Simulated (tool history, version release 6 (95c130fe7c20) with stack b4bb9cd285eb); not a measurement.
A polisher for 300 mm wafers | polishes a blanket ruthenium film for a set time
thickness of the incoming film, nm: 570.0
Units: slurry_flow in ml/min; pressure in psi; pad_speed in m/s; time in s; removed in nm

| run | hour | slurry_flow | pressure | pad_speed | time | removed |
|---|---|---|---|---|---|---|
| 1 | 0 | 190 | 2.5 | 0.98 | 123 | 189.18 |
| 2 | 6.7 | 185 | 2.4 | 0.98 | 123 | 184.78 |
| 3 | 15.4 | 185 | 2.4 | 1.14 | 123 | 208.14 |
| 4 | 23 | 185 | 2.3 | 1.14 | 123 | 202.28 |
| 5 | 29.7 | 230 | 2.3 | 1.14 | 123 | 204.5 |
|  | 35.5 | slurry nozzle cleaned |
| 6 | 35.5 | 230 | 2.3 | 1.14 | 123 | 210.72 |
| 7 | 43.5 | 230 | 2.2 | 1.14 | 123 | 204.79 |
| 8 | 46.8 | 230 | 2.1 | 1.14 | 123 | 195.03 |

Run 9 comes next. What will it give?
| 9 | 53.1 | 225 | 1.9 | 1.14 | 123 | ? |

removed: 178.46 nm
